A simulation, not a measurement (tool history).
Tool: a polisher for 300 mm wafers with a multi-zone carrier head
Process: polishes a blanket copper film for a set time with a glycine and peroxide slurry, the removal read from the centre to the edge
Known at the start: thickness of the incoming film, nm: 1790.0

| run | hour | flow of slurry (ml/min) | pressure of the head's centre zone | pressure of the head's middle zone | pressure of the head's edge zone | polishing time (s) | film removed at the wafer's centre (nm) | film removed at mid-radius (nm) | film removed at the wafer's edge (nm) |
|---|---|---|---|---|---|---|---|---|---|
| 1 | 0.0 | 225 | 1.00 | 1.00 | 1.00 | 66 | 361.32 | 366.21 | 370.51 |
| 2 | 5.5 | 230 | 0.98 | 1.03 | 1.03 | 69 | 379.60 | 391.70 | 391.43 |
| 3 | 8.3 | 230 | 0.98 | 1.03 | 1.03 | 80 | 440.80 | 449.63 | 450.86 |
| 4 | 9.8 | 225 | 0.95 | 1.06 | 1.06 | 81 | 420.35 | 479.32 | 465.80 |
| 5 | 16.3 | 235 | 0.94 | 1.07 | 1.08 | 82 | 425.51 | 475.29 | 475.52 |
| 6 | 19.2 | 260 | 0.94 | 1.07 | 1.08 | 82 | 432.27 | 478.37 | 484.21 |
| 7 | 27.1 | 260 | 0.93 | 1.09 | 1.09 | 83 | 427.49 | 501.50 | 489.18 |
| 8 | 28.6 | 265 | 0.93 | 1.10 | 1.10 | 83 | 443.57 | 501.81 | 495.21 |

Run 9 is up next; what results do you expect?
| 9 | 37.5 | 270 | 0.83 | 1.19 | 1.15 | 86 | ? | ? | ? |

{"run 9": {"film removed at the wafer's centre (nm)": 395.5, "film removed at mid-radius (nm)": 558.11, "film removed at the wafer's edge (nm)": 522.27}}
